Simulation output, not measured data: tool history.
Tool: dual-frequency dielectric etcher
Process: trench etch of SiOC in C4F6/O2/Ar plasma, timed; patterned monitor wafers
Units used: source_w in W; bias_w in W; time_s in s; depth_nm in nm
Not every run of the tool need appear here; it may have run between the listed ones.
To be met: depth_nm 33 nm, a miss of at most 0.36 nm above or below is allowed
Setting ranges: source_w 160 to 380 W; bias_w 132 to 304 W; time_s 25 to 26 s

run 1 hour=0 | source_w=270 bias_w=218 time_s=25 | depth_nm=42.653
run 2 hour=1.5 | source_w=270 bias_w=218 time_s=26 | depth_nm=44.262
run 3 hour=4.7 | source_w=270 bias_w=218 time_s=26 | depth_nm=44.106
run 4 hour=11.8 | source_w=300 bias_w=218 time_s=26 | depth_nm=47.086
run 5 hour=15.5 | source_w=280 bias_w=218 time_s=26 | depth_nm=45.326
run 6 hour=19.7 | source_w=280 bias_w=218 time_s=26 | depth_nm=45.124
run 7 hour=21.3 | source_w=260 bias_w=208 time_s=26 | depth_nm=42.415
run 8 hour=30.1 | source_w=240 bias_w=204 time_s=26 | depth_nm=40.081
run 9 hour=39 | source_w=240 bias_w=204 time_s=26 | depth_nm=40.161
run 10 hour=46.6 | source_w=180 bias_w=161 time_s=26 | depth_nm=29.682
run 11 hour=51.2 | source_w=190 bias_w=161 time_s=26 | depth_nm=31.53

Next run, 4 choices. One meets every target within its allowed miss, the rest don't. Which?
run A hour=55.8 | source_w=190 bias_w=143 time_s=25.5 | depth_nm=?
run B hour=55.8 | source_w=190 bias_w=154 time_s=26 | depth_nm=?
run C hour=55.8 | source_w=190 bias_w=188 time_s=26 | depth_nm=?
run D hour=55.8 | source_w=200 bias_w=152 time_s=25 | depth_nm=?

move=A depth_nm=29.87
move=B depth_nm=31.113
move=C depth_nm=33.032
move=D depth_nm=31.051
A: the biggest miss grows against the last run
B: the biggest miss grows against the last run
C: in spec on every target
D: the biggest miss grows against the last run
Correct choice: C, which meets every target
